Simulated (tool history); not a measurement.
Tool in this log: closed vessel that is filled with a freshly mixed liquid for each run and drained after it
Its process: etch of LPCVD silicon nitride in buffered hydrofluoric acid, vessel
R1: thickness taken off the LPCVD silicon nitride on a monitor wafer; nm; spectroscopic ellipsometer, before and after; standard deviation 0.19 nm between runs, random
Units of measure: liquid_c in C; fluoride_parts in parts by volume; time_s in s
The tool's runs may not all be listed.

run 1 day=0.000 | liquid_c=22.0 fluoride_parts=15.0 time_s=2800 | R1=19.852
run 2 day=0.092 | liquid_c=23.5 fluoride_parts=15.0 time_s=2800 | R1=21.582
run 3 day=0.458 | liquid_c=22.5 fluoride_parts=15.0 time_s=2800 | R1=20.639
run 4 day=0.575 | liquid_c=22.0 fluoride_parts=15.0 time_s=2800 | R1=19.445
run 5 day=0.888 | liquid_c=22.0 fluoride_parts=12.5 time_s=2800 | R1=23.438
run 6 day=1.104 | liquid_c=21.0 fluoride_parts=12.5 time_s=2800 | R1=22.513
run 7 day=1.438 | liquid_c=20.0 fluoride_parts=12.5 time_s=2800 | R1=21.111
-- day=1.692 thermometer replaced
run 8 day=1.692 | liquid_c=19.5 fluoride_parts=12.5 time_s=2800 | R1=22.941
run 9 day=1.996 | liquid_c=19.0 fluoride_parts=13.5 time_s=2800 | R1=20.286

What does the tool deliver on the next run?
run 10 day=2.271 | liquid_c=18.5 fluoride_parts=13.5 time_s=2800 | R1=?

For run 10 the tool returned R1 19.985 nm.

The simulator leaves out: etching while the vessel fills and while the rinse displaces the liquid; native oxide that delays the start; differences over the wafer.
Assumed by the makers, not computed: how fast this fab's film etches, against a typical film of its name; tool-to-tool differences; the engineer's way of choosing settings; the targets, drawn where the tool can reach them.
